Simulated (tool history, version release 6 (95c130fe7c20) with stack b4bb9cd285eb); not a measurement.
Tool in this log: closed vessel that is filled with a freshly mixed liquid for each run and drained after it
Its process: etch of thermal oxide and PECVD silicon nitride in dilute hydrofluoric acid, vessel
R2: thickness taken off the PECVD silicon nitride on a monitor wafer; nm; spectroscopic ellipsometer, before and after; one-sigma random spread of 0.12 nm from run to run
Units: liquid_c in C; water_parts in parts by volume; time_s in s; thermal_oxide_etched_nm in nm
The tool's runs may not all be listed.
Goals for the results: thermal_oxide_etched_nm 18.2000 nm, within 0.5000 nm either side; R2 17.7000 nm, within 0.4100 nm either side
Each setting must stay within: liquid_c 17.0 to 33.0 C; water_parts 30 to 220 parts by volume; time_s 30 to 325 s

{"run": 1, "hour": 0.0, "liquid_c": 25.0, "water_parts": 125, "time_s": 165, "thermal_oxide_etched_nm": 6.3301, "R2": 8.2206}
{"run": 2, "hour": 1.4, "liquid_c": 24.5, "water_parts": 110, "time_s": 175, "thermal_oxide_etched_nm": 7.7449, "R2": 9.6505}
{"run": 3, "hour": 2.2, "liquid_c": 24.5, "water_parts": 110, "time_s": 225, "thermal_oxide_etched_nm": 9.9734, "R2": 12.367}
{"run": 4, "hour": 7.2, "liquid_c": 24.0, "water_parts": 100, "time_s": 225, "thermal_oxide_etched_nm": 10.829, "R2": 12.953}
{"run": 5, "hour": 11.8, "liquid_c": 21.0, "water_parts": 100, "time_s": 225, "thermal_oxide_etched_nm": 9.721, "R2": 10.797}
{"run": 6, "hour": 18.9, "liquid_c": 21.0, "water_parts": 90, "time_s": 225, "thermal_oxide_etched_nm": 10.807, "R2": 11.984}
{"run": 7, "hour": 27.8, "liquid_c": 20.5, "water_parts": 80, "time_s": 225, "thermal_oxide_etched_nm": 12.088, "R2": 12.812}
{"run": 8, "hour": 33.3, "liquid_c": 20.5, "water_parts": 30, "time_s": 205, "thermal_oxide_etched_nm": 31.098, "R2": 30.617}
{"run": 9, "hour": 41.4, "liquid_c": 20.0, "water_parts": 35, "time_s": 205, "thermal_oxide_etched_nm": 25.901, "R2": 24.985}
{"run": 10, "hour": 48.6, "liquid_c": 20.0, "water_parts": 40, "time_s": 205, "thermal_oxide_etched_nm": 22.53, "R2": 22.27}
{"run": 11, "hour": 54.0, "liquid_c": 19.0, "water_parts": 45, "time_s": 210, "thermal_oxide_etched_nm": 19.381, "R2": 18.967}
{"run": 12, "hour": 61.2, "liquid_c": 18.5, "water_parts": 45, "time_s": 210, "thermal_oxide_etched_nm": 19.097, "R2": 18.522}
{"run": 13, "hour": 64.0, "liquid_c": 18.0, "water_parts": 50, "time_s": 210, "thermal_oxide_etched_nm": 16.612, "R2": 16.119}
{"run": 14, "hour": 65.9, "liquid_c": 19.0, "water_parts": 45, "time_s": 205, "thermal_oxide_etched_nm": 19.066, "R2": 18.458}

Which one of the following 5 next-run settings gets every result inside its allowed miss? There is exactly one.
{"run": "A", "hour": 67.8, "liquid_c": 19.5, "water_parts": 45, "time_s": 210, "thermal_oxide_etched_nm": "?", "R2": "?"}
{"run": "B", "hour": 67.8, "liquid_c": 22.5, "water_parts": 50, "time_s": 185, "thermal_oxide_etched_nm": "?", "R2": "?"}
{"run": "C", "hour": 67.8, "liquid_c": 18.0, "water_parts": 60, "time_s": 275, "thermal_oxide_etched_nm": "?", "R2": "?"}
{"run": "D", "hour": 67.8, "liquid_c": 23.0, "water_parts": 60, "time_s": 220, "thermal_oxide_etched_nm": "?", "R2": "?"}
{"run": "E", "hour": 67.8, "liquid_c": 21.0, "water_parts": 50, "time_s": 200, "thermal_oxide_etched_nm": "?", "R2": "?"}

move=A thermal_oxide_etched_nm=19.8500 R2=19.5750
move=B thermal_oxide_etched_nm=17.7530 R2=19.1460
move=C thermal_oxide_etched_nm=17.9670 R2=17.4530
move=D thermal_oxide_etched_nm=17.7330 R2=19.7070
move=E thermal_oxide_etched_nm=18.0240 R2=18.6750
A: lands further from the targets than the last run did
B: lands further from the targets than the last run did
C: every result within its allowed miss
D: lands further from the targets than the last run did
E: lands further from the targets than the last run did
The move that meets every target is C.

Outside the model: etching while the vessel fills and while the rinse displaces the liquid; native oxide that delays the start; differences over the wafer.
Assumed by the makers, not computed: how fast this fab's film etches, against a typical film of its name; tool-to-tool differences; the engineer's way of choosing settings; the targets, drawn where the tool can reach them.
